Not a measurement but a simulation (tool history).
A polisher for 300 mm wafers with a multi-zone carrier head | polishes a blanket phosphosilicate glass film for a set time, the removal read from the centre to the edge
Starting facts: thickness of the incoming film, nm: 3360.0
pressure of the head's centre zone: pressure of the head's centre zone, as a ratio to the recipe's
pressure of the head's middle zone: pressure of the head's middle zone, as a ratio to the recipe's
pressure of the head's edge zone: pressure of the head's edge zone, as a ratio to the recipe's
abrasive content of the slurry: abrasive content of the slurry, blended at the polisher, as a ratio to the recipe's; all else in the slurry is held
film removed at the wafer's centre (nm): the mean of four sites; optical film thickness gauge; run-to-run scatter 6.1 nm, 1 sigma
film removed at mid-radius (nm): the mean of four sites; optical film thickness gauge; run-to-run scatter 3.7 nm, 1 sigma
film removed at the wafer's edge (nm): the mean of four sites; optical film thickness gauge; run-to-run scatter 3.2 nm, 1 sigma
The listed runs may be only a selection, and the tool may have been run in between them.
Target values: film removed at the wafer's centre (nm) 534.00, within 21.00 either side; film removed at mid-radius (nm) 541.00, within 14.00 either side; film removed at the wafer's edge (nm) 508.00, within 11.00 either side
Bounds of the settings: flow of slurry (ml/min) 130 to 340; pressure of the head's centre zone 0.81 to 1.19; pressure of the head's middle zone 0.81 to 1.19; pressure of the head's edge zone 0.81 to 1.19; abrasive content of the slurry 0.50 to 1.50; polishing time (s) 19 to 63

| run | hour | flow of slurry (ml/min) | pressure of the head's centre zone | pressure of the head's middle zone | pressure of the head's edge zone | abrasive content of the slurry | polishing time (s) | film removed at the wafer's centre (nm) | film removed at mid-radius (nm) | film removed at the wafer's edge (nm) |
|---|---|---|---|---|---|---|---|---|---|---|
| 1 | 0.0 | 220 | 1.00 | 1.00 | 1.00 | 1.00 | 41 | 379.89 | 378.52 | 379.89 |
| 2 | 0.9 | 230 | 1.02 | 1.03 | 1.03 | 1.10 | 41 | 410.83 | 412.21 | 410.81 |
| 3 | 9.3 | 245 | 1.05 | 1.06 | 1.06 | 1.15 | 41 | 434.33 | 434.07 | 428.65 |
| 4 | 13.4 | 255 | 1.07 | 1.09 | 1.08 | 1.20 | 41 | 455.94 | 457.78 | 450.72 |
| 5 | 18.7 | 265 | 1.09 | 1.11 | 1.09 | 1.25 | 41 | 478.99 | 475.07 | 460.47 |
| 6 | 22.2 | 265 | 1.09 | 1.11 | 1.09 | 1.40 | 41 | 496.75 | 500.46 | 483.90 |
| 7 | 30.5 | 275 | 1.10 | 1.12 | 1.10 | 1.40 | 41 | 511.49 | 509.26 | 481.00 |
| 8 | 37.2 | 280 | 1.10 | 1.13 | 1.11 | 1.40 | 41 | 516.97 | 509.13 | 488.01 |
| 9 | 43.1 | 285 | 1.10 | 1.14 | 1.12 | 1.40 | 41 | 512.30 | 510.62 | 493.34 |
| 10 | 48.6 | 285 | 1.10 | 1.15 | 1.12 | 1.40 | 41 | 514.30 | 525.01 | 490.85 |
| 11 | 50.3 | 290 | 1.10 | 1.15 | 1.13 | 1.40 | 41 | 511.66 | 519.91 | 493.97 |
| 12 | 57.4 | 290 | 1.11 | 1.16 | 1.14 | 1.40 | 41 | 520.89 | 524.22 | 496.64 |

Next run, 4 choices. One meets every target within its allowed miss, the rest don't. Which?
| A | 64.5 | 285 | 1.11 | 1.17 | 1.14 | 1.40 | 42 | ? | ? | ? |
| B | 64.5 | 275 | 1.13 | 1.13 | 1.15 | 1.45 | 40 | ? | ? | ? |
| C | 64.5 | 320 | 1.14 | 1.18 | 1.16 | 1.40 | 39 | ? | ? | ? |
| D | 64.5 | 245 | 1.17 | 1.13 | 1.07 | 1.45 | 41 | ? | ? | ? |

| move | film removed at the wafer's centre (nm) | film removed at mid-radius (nm) | film removed at the wafer's edge (nm) |
|---|---|---|---|
| A | 526.42 | 544.49 | 506.26 |
| B | 515.67 | 508.70 | 490.35 |
| C | 508.65 | 515.17 | 478.49 |
| D | 539.10 | 514.26 | 479.54 |
A: in spec on every target
B: moves away from the targets compared with the last run
C: moves away from the targets compared with the last run
D: moves away from the targets compared with the last run
So the answer is move A, the one that meets all the targets.

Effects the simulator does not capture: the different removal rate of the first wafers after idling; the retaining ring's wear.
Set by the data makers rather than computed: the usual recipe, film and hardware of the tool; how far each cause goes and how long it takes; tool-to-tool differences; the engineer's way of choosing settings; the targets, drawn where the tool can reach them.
